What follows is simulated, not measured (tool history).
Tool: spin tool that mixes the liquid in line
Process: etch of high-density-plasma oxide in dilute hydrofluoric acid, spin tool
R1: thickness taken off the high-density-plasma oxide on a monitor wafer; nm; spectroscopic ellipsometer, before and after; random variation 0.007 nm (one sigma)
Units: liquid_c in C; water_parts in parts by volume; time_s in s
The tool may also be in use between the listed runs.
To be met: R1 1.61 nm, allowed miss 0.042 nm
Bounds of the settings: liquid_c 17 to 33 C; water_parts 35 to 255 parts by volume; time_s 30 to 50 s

run 1 hour=0 | liquid_c=25 water_parts=145 time_s=50 | R1=2.1324
run 2 hour=3.6 | liquid_c=25 water_parts=115 time_s=50 | R1=2.8109
run 3 hour=10.9 | liquid_c=22 water_parts=115 time_s=50 | R1=2.4918
run 4 hour=12.1 | liquid_c=22 water_parts=115 time_s=50 | R1=2.4695
run 5 hour=15.7 | liquid_c=21.5 water_parts=120 time_s=50 | R1=2.306
run 6 hour=22 | liquid_c=21.5 water_parts=120 time_s=50 | R1=2.3098
run 7 hour=26.4 | liquid_c=21.5 water_parts=120 time_s=50 | R1=2.3161
run 8 hour=28.1 | liquid_c=21 water_parts=125 time_s=50 | R1=2.1644
run 9 hour=36.6 | liquid_c=20.5 water_parts=125 time_s=50 | R1=2.128
run 10 hour=41.9 | liquid_c=20 water_parts=130 time_s=50 | R1=1.9853
run 11 hour=44.8 | liquid_c=17 water_parts=145 time_s=50 | R1=1.5649

4 next moves are on the table. One of them brings every result within its allowed miss. Which?
run A hour=47.7 | liquid_c=17.5 water_parts=150 time_s=50 | R1=?
run B hour=47.7 | liquid_c=18 water_parts=140 time_s=50 | R1=?
run C hour=47.7 | liquid_c=18 water_parts=145 time_s=50 | R1=?
run D hour=47.7 | liquid_c=17 water_parts=135 time_s=50 | R1=?

move=A R1=1.5246
move=B R1=1.6838
move=C R1=1.6176
move=D R1=1.6842
A: further off than the last run
B: takes the result that was furthest off past its target
C: meets every target
D: takes the result that was furthest off past its target
Answer: C

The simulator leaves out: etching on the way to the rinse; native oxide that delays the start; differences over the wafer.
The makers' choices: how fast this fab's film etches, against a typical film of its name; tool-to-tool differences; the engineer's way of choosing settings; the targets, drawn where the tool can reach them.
